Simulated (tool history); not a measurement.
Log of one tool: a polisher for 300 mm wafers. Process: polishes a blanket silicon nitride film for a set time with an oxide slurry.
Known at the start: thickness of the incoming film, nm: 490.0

run	hour	flow of slurry (ml/min)	pressure of the wafer on the pad (kPa)	speed of the pad under the wafer (cm/s)	abrasive content of the slurry	polishing time (s)	film removed (Å)
1	0	165	15.9	124	1	22	126.92
2	1.8	165	17.2	124	1	22	136.5
3	5.8	165	18.6	124	1	22	144.31
4	10.5	165	18.6	148	1	22	168.68
5	17.1	165	18.6	136	1	22	152.99
6	21.5	165	18.6	136	1	22	152.27
7	29.1	165	19.3	138	1	22	161.59
8	34.8	165	20	138	1	22	160.15
9	35.6	165	20.7	142	1	22	173.24

Run 10 comes next. What will it give?
10	41.7	175	24.1	144	1	22	?

Run 10 gave film removed (Å) 193.99.
